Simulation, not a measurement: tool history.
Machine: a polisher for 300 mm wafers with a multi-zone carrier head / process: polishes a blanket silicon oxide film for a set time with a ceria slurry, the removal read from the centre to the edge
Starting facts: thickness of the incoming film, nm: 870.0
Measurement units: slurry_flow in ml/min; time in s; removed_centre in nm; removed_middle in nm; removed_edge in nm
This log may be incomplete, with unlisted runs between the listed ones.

run 1 hour=0.0 | slurry_flow=265 centre_zone=1.00 middle_zone=1.00 edge_zone=1.00 time=57 | removed_centre=310.16 removed_middle=301.19 removed_edge=298.61
run 2 hour=5.6 | slurry_flow=265 centre_zone=1.00 middle_zone=1.00 edge_zone=1.00 time=67 | removed_centre=352.34 removed_middle=350.31 removed_edge=353.17
run 3 hour=7.5 | slurry_flow=260 centre_zone=1.00 middle_zone=0.97 edge_zone=0.97 time=64 | removed_centre=340.85 removed_middle=324.91 removed_edge=331.32
run 4 hour=10.9 | slurry_flow=255 centre_zone=1.00 middle_zone=0.95 edge_zone=0.95 time=62 | removed_centre=331.80 removed_middle=312.01 removed_edge=318.15
run 5 hour=16.2 | slurry_flow=255 centre_zone=1.00 middle_zone=0.89 edge_zone=0.95 time=62 | removed_centre=334.54 removed_middle=291.86 removed_edge=317.69
-- hour=25.1 worn pad replaced by a new one
run 6 hour=25.1 | slurry_flow=255 centre_zone=1.04 middle_zone=0.89 edge_zone=0.95 time=62 | removed_centre=357.15 removed_middle=316.36 removed_edge=342.57
run 7 hour=33.7 | slurry_flow=330 centre_zone=0.94 middle_zone=0.81 edge_zone=0.85 time=62 | removed_centre=352.00 removed_middle=305.18 removed_edge=329.09

The next listed run, before its measurement:
run 8 hour=37.2 | slurry_flow=315 centre_zone=0.95 middle_zone=0.81 edge_zone=0.84 time=60 | removed_centre=? removed_middle=? removed_edge=?

Run 8 produced removed_centre 338.06 nm, removed_middle 291.08 nm, removed_edge 315.47 nm.
